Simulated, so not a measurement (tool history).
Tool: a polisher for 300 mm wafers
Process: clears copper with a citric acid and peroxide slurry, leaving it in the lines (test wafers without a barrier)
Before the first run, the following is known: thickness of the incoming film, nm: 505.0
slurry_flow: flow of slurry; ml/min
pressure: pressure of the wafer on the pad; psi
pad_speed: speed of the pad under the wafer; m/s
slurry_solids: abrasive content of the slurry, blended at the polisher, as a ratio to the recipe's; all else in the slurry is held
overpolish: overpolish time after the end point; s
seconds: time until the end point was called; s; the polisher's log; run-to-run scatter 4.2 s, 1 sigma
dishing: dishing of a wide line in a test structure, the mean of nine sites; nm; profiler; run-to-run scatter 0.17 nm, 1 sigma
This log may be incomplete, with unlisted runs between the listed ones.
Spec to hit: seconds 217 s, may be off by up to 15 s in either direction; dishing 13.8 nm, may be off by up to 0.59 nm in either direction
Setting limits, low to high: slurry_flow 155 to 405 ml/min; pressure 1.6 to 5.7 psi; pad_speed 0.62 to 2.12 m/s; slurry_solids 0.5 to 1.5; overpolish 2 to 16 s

| run | hour | slurry_flow | pressure | pad_speed | slurry_solids | overpolish | seconds | dishing |
|---|---|---|---|---|---|---|---|---|
| 1 | 0 | 260 | 3.6 | 1.36 | 1 | 8 | 155.54 | 18.79 |
| 2 | 3.8 | 260 | 4.4 | 1.36 | 1 | 8 | 129.22 | 22.818 |
| 3 | 9 | 260 | 4.4 | 1.36 | 1 | 11 | 132.71 | 30.89 |
| 4 | 10.3 | 260 | 5.2 | 1.36 | 1 | 11 | 110.71 | 34.804 |
| 5 | 13.7 | 260 | 4.3 | 1.36 | 1 | 11 | 131.71 | 29.512 |
| 6 | 14.7 | 260 | 4.1 | 1.34 | 1 | 11 | 144.81 | 27.999 |
| 7 | 22.9 | 260 | 3.9 | 1.34 | 1 | 11 | 146.64 | 27.297 |
| 8 | 27.5 | 260 | 3.8 | 1.32 | 1 | 11 | 154.32 | 25.868 |

Which one of the following 4 next-run settings gets every result inside its allowed miss? There is exactly one.
| A | 32.1 | 210 | 3.5 | 1.3 | 0.8 | 7 | ? | ? |
| B | 32.1 | 290 | 4.8 | 0.8 | 1 | 16 | ? | ? |
| C | 32.1 | 235 | 3.2 | 1.12 | 0.8 | 8 | ? | ? |
| D | 32.1 | 245 | 4.3 | 1.64 | 1 | 12 | ? | ? |

| move | seconds | dishing |
|---|---|---|
| A | 181.67 | 15.056 |
| B | 186.22 | 31.863 |
| C | 222.35 | 14.086 |
| D | 114.78 | 37.708 |
A: closer than the last run, but not yet in spec
B: lands further from the targets than the last run did
C: hits every target within its allowed miss
D: lands further from the targets than the last run did
C is the move that brings every result within its allowed miss.
